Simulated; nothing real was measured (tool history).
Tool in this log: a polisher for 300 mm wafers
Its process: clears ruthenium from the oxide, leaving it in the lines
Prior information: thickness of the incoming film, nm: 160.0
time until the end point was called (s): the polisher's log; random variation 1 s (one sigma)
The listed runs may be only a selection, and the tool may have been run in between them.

run	hour	flow of slurry (ml/min)	pressure of the wafer on the pad (kPa)	speed of the pad under the wafer (m/s)	overpolish time after the end point (s)	time until the end point was called (s)
1	0	175	18.6	1.2	16	90.756
2	6.2	175	18.6	1.2	16	89.409
3	12.5	175	21.4	1.2	16	80.751
4	19.9	175	21.4	1.2	16	81.241
5	21.4	145	21.4	1.2	16	80.324
6	28.9	145	22.1	1.2	16	78.654
7	34.6	145	22.8	1.2	16	78.483
8	36.9	145	23.4	1.2	16	74.892

Predict the results of run 9:
9	41.3	145	24.1	1.2	16	?

Run 9 came out at time until the end point was called (s) 72.158.

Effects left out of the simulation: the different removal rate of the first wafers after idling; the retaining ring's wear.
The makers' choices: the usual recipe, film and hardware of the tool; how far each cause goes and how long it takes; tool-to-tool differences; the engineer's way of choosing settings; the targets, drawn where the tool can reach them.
